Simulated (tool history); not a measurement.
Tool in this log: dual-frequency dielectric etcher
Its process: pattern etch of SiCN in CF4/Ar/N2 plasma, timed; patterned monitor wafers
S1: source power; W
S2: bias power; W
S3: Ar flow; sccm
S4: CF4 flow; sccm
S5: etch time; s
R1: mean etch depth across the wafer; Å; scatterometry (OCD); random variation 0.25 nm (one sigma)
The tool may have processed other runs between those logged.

run,hour,S1,S2,S3,S4,S5,R1
1,0,420,67,125,54,127,959.29
2,8.3,400,67,125,54,127,900.56
3,12.1,390,67,125,54,127,883.34
4,13.5,390,67,125,48,127,862.07
5,20,380,67,125,48,127,839.04
6,21.1,380,67,125,48,127,839.87
7,27.9,300,66,125,48,127,646.2
8,28.4,300,66,125,48,127,644.04

For run 9, what comes out?
9,32.1,300,66,125,48,127,?

{"run 9": {"R1": 642.41}}
